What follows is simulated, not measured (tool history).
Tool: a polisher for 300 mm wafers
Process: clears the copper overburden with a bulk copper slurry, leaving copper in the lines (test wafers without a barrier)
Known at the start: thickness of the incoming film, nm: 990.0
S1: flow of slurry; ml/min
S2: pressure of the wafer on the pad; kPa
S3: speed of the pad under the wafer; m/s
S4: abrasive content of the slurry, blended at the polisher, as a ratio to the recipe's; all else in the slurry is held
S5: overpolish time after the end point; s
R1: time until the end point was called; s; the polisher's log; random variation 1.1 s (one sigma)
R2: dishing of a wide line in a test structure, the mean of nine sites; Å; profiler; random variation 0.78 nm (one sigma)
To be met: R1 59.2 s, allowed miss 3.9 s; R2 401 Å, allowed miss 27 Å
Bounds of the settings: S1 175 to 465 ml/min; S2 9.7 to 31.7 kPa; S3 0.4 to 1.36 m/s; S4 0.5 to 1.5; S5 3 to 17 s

run 1 hour=0 | S1=295 S2=20.7 S3=0.88 S4=1 S5=9 | R1=100.41 R2=493.57
run 2 hour=4.2 | S1=295 S2=22.1 S3=0.9 S4=1 S5=8 | R1=93.872 R2=484.18
run 3 hour=12.1 | S1=295 S2=22.1 S3=0.9 S4=0.85 S5=8 | R1=100.18 R2=468.28
run 4 hour=16.1 | S1=295 S2=22.1 S3=0.9 S4=0.85 S5=5 | R1=96.362 R2=299.7
run 5 hour=24.8 | S1=295 S2=24.1 S3=0.92 S4=0.85 S5=5 | R1=92.424 R2=329.66
run 6 hour=27.6 | S1=295 S2=25.5 S3=0.98 S4=0.85 S5=5 | R1=81.987 R2=360.56
run 7 hour=28.3 | S1=295 S2=26.9 S3=1.02 S4=0.85 S5=5 | R1=77.358 R2=387.38
run 8 hour=32.1 | S1=295 S2=27.6 S3=1.06 S4=0.85 S5=5 | R1=76.556 R2=395.64
run 9 hour=38.6 | S1=295 S2=28.3 S3=1.1 S4=0.85 S5=5 | R1=72.314 R2=403.26
run 10 hour=41.2 | S1=295 S2=29 S3=1.14 S4=0.85 S5=5 | R1=69.286 R2=416.75
run 11 hour=48.4 | S1=295 S2=29.6 S3=1.16 S4=0.85 S5=5 | R1=66.568 R2=441.06
run 12 hour=51.1 | S1=295 S2=29.6 S3=1.18 S4=0.85 S5=5 | R1=62.839 R2=429.95
run 13 hour=56.5 | S1=295 S2=30.3 S3=1.2 S4=0.85 S5=3 | R1=64.755 R2=285.69
run 14 hour=60.4 | S1=300 S2=29 S3=1.28 S4=0.9 S5=5 | R1=60.605 R2=446.22
run 15 hour=68.2 | S1=300 S2=29 S3=1.3 S4=0.9 S5=5 | R1=62.689 R2=460.01
run 16 hour=70.8 | S1=300 S2=29.6 S3=1.28 S4=0.9 S5=5 | R1=60.849 R2=470.58

5 next moves are on the table. One of them brings every result within its allowed miss. Which?
run A hour=73.4 | S1=260 S2=30.3 S3=1.28 S4=0.95 S5=4 | R1=? R2=?
run B hour=73.4 | S1=425 S2=26.9 S3=1.3 S4=1.1 S5=5 | R1=? R2=?
run C hour=73.4 | S1=325 S2=29.6 S3=1.12 S4=0.75 S5=6 | R1=? R2=?
run D hour=73.4 | S1=250 S2=25.5 S3=1.28 S4=0.9 S5=6 | R1=? R2=?
run E hour=73.4 | S1=310 S2=29.6 S3=1.26 S4=0.95 S5=5 | R1=? R2=?

move=A R1=60.216 R2=397.51
move=B R1=59.915 R2=476.1
move=C R1=71.519 R2=479.98
move=D R1=70.69 R2=481.41
move=E R1=60.916 R2=471.75
A: meets every target
B: further off than the last run
C: further off than the last run
D: further off than the last run
E: as far off as the last run
Move A is the one to make.
